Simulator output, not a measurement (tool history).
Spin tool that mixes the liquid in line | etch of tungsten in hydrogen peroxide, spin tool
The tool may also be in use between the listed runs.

run  hour  temperature setpoint of the liquid (C)  concentration of hydrogen peroxide in the mixed liquid (% by weight)  time under the liquid (s)  thickness taken off the tungsten on a monitor wafer (Å)
  1     0                                      48                                                                  19.5                         25                                                   222.18
  2     5                                    47.5                                                                  19.5                         25                                                   217.83
  3     7                                    43.5                                                                  19.5                         25                                                   170.27
  4  11.7                                    43.5                                                                  19.5                         20                                                   134.66
  5  18.7                                    43.5                                                                    22                         20                                                   142.18
  6  26.9                                    43.5                                                                    22                         20                                                   145.41
  7  33.3                                    44.5                                                                    22                         20                                                   152.57
  8  34.4                                      45                                                                    22                         20                                                   158.42

Forecast run 9:
  9  37.7                                    49.5                                                                    22                         20                                                        ?

{"run 9": {"thickness taken off the tungsten on a monitor wafer (Å)": 209.15}}
